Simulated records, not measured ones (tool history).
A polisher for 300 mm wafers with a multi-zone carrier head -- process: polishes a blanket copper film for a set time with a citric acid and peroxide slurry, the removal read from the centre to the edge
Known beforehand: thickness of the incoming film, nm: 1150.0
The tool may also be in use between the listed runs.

run	hour	flow of slurry (ml/min)	pressure of the head's centre zone	pressure of the head's middle zone	pressure of the head's edge zone	abrasive content of the slurry	polishing time (s)	film removed at the wafer's centre (Å)	film removed at mid-radius (Å)	film removed at the wafer's edge (Å)
1	0	135	1	1	1	1	87	2729.4	2752.5	2796.4
2	4.6	125	0.96	0.98	0.97	0.95	87	2559	2542.1	2655.5
3	8.7	105	0.96	0.98	0.97	0.95	87	2439.8	2417.2	2602
4	9.2	105	0.96	0.98	0.97	0.85	87	2274.1	2352.4	2480.2
5	10.8	105	0.96	0.9	0.97	0.85	87	2302.7	2198.8	2486.4
6	16.3	105	0.96	0.9	0.97	0.85	96	2562.7	2381.5	2762.2
7	18.2	85	0.86	0.96	0.87	0.7	95	1997.1	2194.4	2305.5

The next listed run, before its measurement:
8	18.9	95	0.86	0.96	0.88	0.7	95	?	?	?

Logged for run 8: film removed at the wafer's centre (Å) 2112.2, film removed at mid-radius (Å) 2275.3, film removed at the wafer's edge (Å) 2394.8.
